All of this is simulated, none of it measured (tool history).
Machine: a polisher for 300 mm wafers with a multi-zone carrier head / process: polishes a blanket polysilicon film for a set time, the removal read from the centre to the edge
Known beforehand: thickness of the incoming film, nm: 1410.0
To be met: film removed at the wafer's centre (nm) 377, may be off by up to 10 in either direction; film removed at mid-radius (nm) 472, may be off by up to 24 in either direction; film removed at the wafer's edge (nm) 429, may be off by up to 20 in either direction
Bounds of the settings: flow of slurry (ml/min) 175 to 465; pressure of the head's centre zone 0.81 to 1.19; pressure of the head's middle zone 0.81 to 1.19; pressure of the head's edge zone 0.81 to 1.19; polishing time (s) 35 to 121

| run | hour | flow of slurry (ml/min) | pressure of the head's centre zone | pressure of the head's middle zone | pressure of the head's edge zone | polishing time (s) | film removed at the wafer's centre (nm) | film removed at mid-radius (nm) | film removed at the wafer's edge (nm) |
|---|---|---|---|---|---|---|---|---|---|
| 1 | 0 | 295 | 1 | 1 | 1 | 78 | 533.71 | 482.72 | 497.56 |
| 2 | 3 | 295 | 1 | 1 | 1 | 86 | 576.43 | 534.93 | 547.98 |
| 3 | 6.4 | 295 | 1 | 0.95 | 1 | 86 | 588.32 | 506.51 | 543.8 |
| 4 | 9.9 | 295 | 1 | 0.95 | 0.93 | 86 | 584.49 | 493.51 | 541.28 |
| 5 | 18.9 | 295 | 1.03 | 0.95 | 0.93 | 86 | 597.73 | 509.87 | 519.4 |
| 6 | 22.1 | 295 | 1.03 | 0.95 | 0.89 | 86 | 597.58 | 521.58 | 528.25 |
| 7 | 27.4 | 295 | 1.03 | 0.95 | 0.89 | 86 | 599.27 | 513.16 | 532.05 |
| 8 | 34.8 | 290 | 1 | 1 | 0.88 | 81 | 548.21 | 491.05 | 491.09 |
| 9 | 42.2 | 235 | 0.9 | 1.1 | 0.98 | 65 | 386.27 | 436.3 | 409.67 |
| 10 | 48.9 | 230 | 0.89 | 1.11 | 0.99 | 66 | 385.59 | 432.13 | 397.99 |
| 11 | 50.8 | 240 | 0.87 | 1.12 | 1.01 | 67 | 389.64 | 439.68 | 422.32 |

4 next moves are on the table. One of them brings every result within its allowed miss. Which?
| A | 52.7 | 235 | 0.81 | 1.19 | 0.97 | 77 | ? | ? | ? |
| B | 52.7 | 175 | 0.83 | 1.19 | 0.81 | 70 | ? | ? | ? |
| C | 52.7 | 190 | 0.81 | 1.16 | 0.93 | 73 | ? | ? | ? |
| D | 52.7 | 220 | 0.84 | 0.95 | 1.07 | 75 | ? | ? | ? |

| move | film removed at the wafer's centre (nm) | film removed at mid-radius (nm) | film removed at the wafer's edge (nm) |
|---|---|---|---|
| A | 415.04 | 525.13 | 484.79 |
| B | 365.27 | 453.73 | 397.89 |
| C | 378.47 | 470.38 | 441.12 |
| D | 413.97 | 417.93 | 488.62 |
A: takes the result that was furthest off past its target
B: the worst result of the last run now meets its target, but another is out of spec
C: meets every target
D: lands further from the targets than the last run did
The move that meets every target is C.

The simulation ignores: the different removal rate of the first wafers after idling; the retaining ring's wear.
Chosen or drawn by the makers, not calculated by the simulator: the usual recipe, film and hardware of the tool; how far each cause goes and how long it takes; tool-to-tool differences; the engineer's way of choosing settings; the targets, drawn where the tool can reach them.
